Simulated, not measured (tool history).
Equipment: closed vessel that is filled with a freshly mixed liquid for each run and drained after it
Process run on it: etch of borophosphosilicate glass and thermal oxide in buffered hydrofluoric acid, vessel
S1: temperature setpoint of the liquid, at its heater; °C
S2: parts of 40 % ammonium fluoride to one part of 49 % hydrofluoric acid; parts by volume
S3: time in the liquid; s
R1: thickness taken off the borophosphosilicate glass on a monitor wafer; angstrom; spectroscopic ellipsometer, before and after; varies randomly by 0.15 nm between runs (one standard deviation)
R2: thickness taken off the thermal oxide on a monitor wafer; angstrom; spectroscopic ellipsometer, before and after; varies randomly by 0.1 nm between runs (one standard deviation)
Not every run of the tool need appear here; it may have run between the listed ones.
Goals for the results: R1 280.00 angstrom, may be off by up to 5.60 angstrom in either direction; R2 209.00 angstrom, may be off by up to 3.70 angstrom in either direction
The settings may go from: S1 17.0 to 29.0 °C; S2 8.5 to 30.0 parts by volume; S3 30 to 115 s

{"run": 1, "hour": 0.0, "S1": 21.0, "S2": 23.5, "S3": 60, "R1": 403.76, "R2": 303.0}
{"run": 2, "hour": 5.7, "S1": 20.5, "S2": 24.0, "S3": 60, "R1": 387.23, "R2": 287.5}
{"run": 3, "hour": 10.2, "S1": 20.5, "S2": 24.0, "S3": 35, "R1": 224.79, "R2": 169.58}
{"run": 4, "hour": 18.2, "S1": 20.5, "S2": 24.0, "S3": 55, "R1": 353.52, "R2": 264.6}
{"run": 5, "hour": 23.4, "S1": 20.5, "S2": 20.0, "S3": 55, "R1": 399.32, "R2": 302.76}
{"run": 6, "hour": 30.4, "S1": 20.5, "S2": 20.0, "S3": 65, "R1": 472.44, "R2": 355.27}
{"run": 7, "hour": 37.0, "S1": 20.0, "S2": 21.5, "S3": 65, "R1": 437.44, "R2": 331.11}
{"run": 8, "hour": 37.9, "S1": 20.0, "S2": 21.5, "S3": 65, "R1": 437.65, "R2": 329.74}
{"run": 9, "hour": 46.8, "S1": 19.5, "S2": 22.5, "S3": 65, "R1": 413.83, "R2": 311.03}
{"run": 10, "hour": 53.6, "S1": 19.0, "S2": 23.5, "S3": 65, "R1": 391.91, "R2": 291.79}
{"run": 11, "hour": 58.6, "S1": 19.0, "S2": 24.5, "S3": 65, "R1": 379.64, "R2": 283.03}
{"run": 12, "hour": 59.1, "S1": 18.5, "S2": 25.0, "S3": 65, "R1": 363.24, "R2": 271.65}
{"run": 13, "hour": 65.7, "S1": 18.5, "S2": 25.5, "S3": 65, "R1": 361.36, "R2": 269.16}
{"run": 14, "hour": 66.7, "S1": 18.5, "S2": 26.0, "S3": 65, "R1": 350.67, "R2": 264.88}
{"run": 15, "hour": 73.6, "S1": 18.5, "S2": 26.5, "S3": 65, "R1": 349.19, "R2": 260.04}
{"run": 16, "hour": 82.1, "S1": 18.5, "S2": 27.0, "S3": 65, "R1": 343.63, "R2": 256.78}
{"run": 17, "hour": 84.4, "S1": 18.5, "S2": 27.5, "S3": 65, "R1": 341.67, "R2": 255.05}
{"run": 18, "hour": 90.8, "S1": 18.5, "S2": 28.0, "S3": 65, "R1": 337.76, "R2": 251.83}
{"run": 19, "hour": 98.5, "S1": 17.0, "S2": 30.0, "S3": 60, "R1": 276.1, "R2": 203.96}

Which one of the following 4 next-run settings gets every result inside its allowed miss? There is exactly one.
{"run": "A", "hour": 106.2, "S1": 24.5, "S2": 20.0, "S3": 30, "R1": "?", "R2": "?"}
{"run": "B", "hour": 106.2, "S1": 21.0, "S2": 20.0, "S3": 35, "R1": "?", "R2": "?"}
{"run": "C", "hour": 106.2, "S1": 18.0, "S2": 30.0, "S3": 55, "R1": "?", "R2": "?"}
{"run": "D", "hour": 106.2, "S1": 19.0, "S2": 26.0, "S3": 50, "R1": "?", "R2": "?"}

move=A R1=272.03 R2=203.88
move=B R1=262.67 R2=196.51
move=C R1=264.09 R2=197.45
move=D R1=280.31 R2=209.63
A: about as far from the targets as the last run
B: lands further from the targets than the last run did
C: lands further from the targets than the last run did
D: every result within its allowed miss
Answer: D
